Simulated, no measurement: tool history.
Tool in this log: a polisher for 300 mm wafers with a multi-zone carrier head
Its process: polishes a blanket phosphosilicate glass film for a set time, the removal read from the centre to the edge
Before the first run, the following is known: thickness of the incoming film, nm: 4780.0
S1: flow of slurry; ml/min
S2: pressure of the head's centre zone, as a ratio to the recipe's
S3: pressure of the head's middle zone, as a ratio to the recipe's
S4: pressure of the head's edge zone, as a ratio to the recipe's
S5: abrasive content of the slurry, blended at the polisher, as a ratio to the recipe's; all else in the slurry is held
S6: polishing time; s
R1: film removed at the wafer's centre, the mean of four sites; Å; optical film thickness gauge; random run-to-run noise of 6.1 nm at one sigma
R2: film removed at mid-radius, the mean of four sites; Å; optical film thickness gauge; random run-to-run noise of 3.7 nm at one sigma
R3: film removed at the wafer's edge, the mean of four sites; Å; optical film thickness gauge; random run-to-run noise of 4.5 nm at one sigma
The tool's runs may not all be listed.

| run | hour | S1 | S2 | S3 | S4 | S5 | S6 | R1 | R2 | R3 |
|---|---|---|---|---|---|---|---|---|---|---|
| 1 | 0 | 265 | 1 | 1 | 1 | 1 | 53 | 4262.2 | 4075.7 | 4123 |
| 2 | 0.9 | 265 | 1.03 | 1 | 1 | 1 | 53 | 4361.4 | 3951.8 | 4115.8 |
| 3 | 3.9 | 265 | 1.03 | 1 | 1 | 1.15 | 53 | 4713.9 | 4338 | 4386.3 |
| 4 | 11.3 | 265 | 1.04 | 0.99 | 1.02 | 1.15 | 53 | 4790.9 | 4206.5 | 4331.6 |
| 5 | 16.7 | 265 | 1.04 | 0.94 | 1.02 | 1.15 | 53 | 4832.1 | 4118.3 | 4401.5 |
| 6 | 23.9 | 265 | 1.04 | 0.94 | 1.02 | 1.15 | 47 | 4190.9 | 3726.6 | 3885.3 |
| 7 | 31.8 | 265 | 1.04 | 0.92 | 1.05 | 1.2 | 47 | 4285.9 | 3673.3 | 4074.3 |
| 8 | 36.8 | 275 | 1.05 | 0.93 | 1.07 | 1.25 | 47 | 4402.8 | 3740.2 | 4121.5 |
| 9 | 37.9 | 275 | 1.05 | 0.92 | 1.08 | 1.3 | 47 | 4463 | 3752 | 4289.2 |
| 10 | 43.7 | 275 | 1.06 | 0.93 | 1.09 | 1.35 | 47 | 4559.3 | 3956.5 | 4351.8 |
| 11 | 48.9 | 275 | 1.07 | 0.92 | 1.1 | 1.4 | 47 | 4683.1 | 3851.7 | 4409.8 |

Estimate the outcome of run 12 from the log above:
| 12 | 57.1 | 280 | 1.07 | 0.92 | 1.11 | 1.4 | 47 | ? | ? | ? |

{"run 12": {"R1": 4828.5, "R2": 3875.2, "R3": 4354.8}}

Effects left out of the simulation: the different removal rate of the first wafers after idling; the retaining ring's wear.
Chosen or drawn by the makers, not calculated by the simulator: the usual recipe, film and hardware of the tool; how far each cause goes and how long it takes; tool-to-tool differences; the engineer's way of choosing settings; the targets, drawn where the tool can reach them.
